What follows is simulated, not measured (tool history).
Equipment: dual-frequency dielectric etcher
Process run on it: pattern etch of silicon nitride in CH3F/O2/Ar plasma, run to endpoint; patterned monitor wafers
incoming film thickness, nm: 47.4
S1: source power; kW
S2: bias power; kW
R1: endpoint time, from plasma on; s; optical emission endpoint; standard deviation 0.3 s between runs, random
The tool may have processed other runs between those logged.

run    day    S1     S2      R1
  1      0   0.4  0.079  72.704
  2  0.071   0.4  0.072  76.104
  3  0.429  0.42  0.073   73.61
  4  0.692  0.48  0.073  68.276
  5  1.058  0.49  0.073  67.918
  6  1.358  0.49  0.059  75.242
  7  1.567   0.5  0.061  73.494
  8  1.625  0.51  0.062  72.271
  9  1.696  0.52  0.063  71.432
 10  1.721  0.53  0.064  69.639
 11  1.858  0.53  0.065  69.433
 12  2.221  0.53  0.066  68.778

Run 13 is up next; what results do you expect?
 13  2.471  0.53  0.067   ?

R1: 68.323 s

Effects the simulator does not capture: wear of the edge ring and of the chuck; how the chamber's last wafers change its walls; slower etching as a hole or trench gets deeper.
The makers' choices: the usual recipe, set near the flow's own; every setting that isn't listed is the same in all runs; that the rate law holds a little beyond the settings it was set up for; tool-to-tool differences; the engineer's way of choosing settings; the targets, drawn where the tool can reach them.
